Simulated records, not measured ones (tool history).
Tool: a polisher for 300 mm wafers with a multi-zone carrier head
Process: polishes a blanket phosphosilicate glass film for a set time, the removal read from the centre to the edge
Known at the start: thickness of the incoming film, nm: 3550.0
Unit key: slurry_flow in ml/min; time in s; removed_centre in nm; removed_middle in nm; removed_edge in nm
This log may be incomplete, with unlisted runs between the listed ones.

| run | hour | slurry_flow | centre_zone | middle_zone | edge_zone | slurry_solids | time | removed_centre | removed_middle | removed_edge |
|---|---|---|---|---|---|---|---|---|---|---|
| 1 | 0 | 210 | 1 | 1 | 1 | 1 | 68 | 506.05 | 592.73 | 604.87 |
| 2 | 0.9 | 210 | 1 | 1 | 1 | 1 | 75 | 556.37 | 664.35 | 668.49 |
| 3 | 7.6 | 205 | 0.99 | 0.99 | 0.98 | 1 | 75 | 546.71 | 640.66 | 649.24 |
| 4 | 13.3 | 195 | 0.98 | 0.99 | 0.97 | 1 | 75 | 539.25 | 645.17 | 657.58 |
| 5 | 18 | 195 | 0.97 | 0.99 | 0.95 | 1 | 75 | 532.58 | 650.57 | 638.72 |
| 6 | 25 | 190 | 0.96 | 0.98 | 0.94 | 1 | 75 | 523.71 | 640.36 | 632.75 |
| 7 | 30.8 | 185 | 0.96 | 0.97 | 0.93 | 1 | 75 | 520.14 | 643.84 | 637.06 |
| 8 | 32.2 | 185 | 0.96 | 0.96 | 0.92 | 1 | 75 | 526.39 | 624.62 | 635.97 |

Estimate the outcome of run 9 from the log above:
|  | 36.4 | centre zone pressure recalibrated |
| 9 | 36.4 | 180 | 0.96 | 0.96 | 0.91 | 1 | 75 | ? | ? | ? |

{"run 9": {"removed_centre": 580.52, "removed_middle": 631.95, "removed_edge": 632.65}}
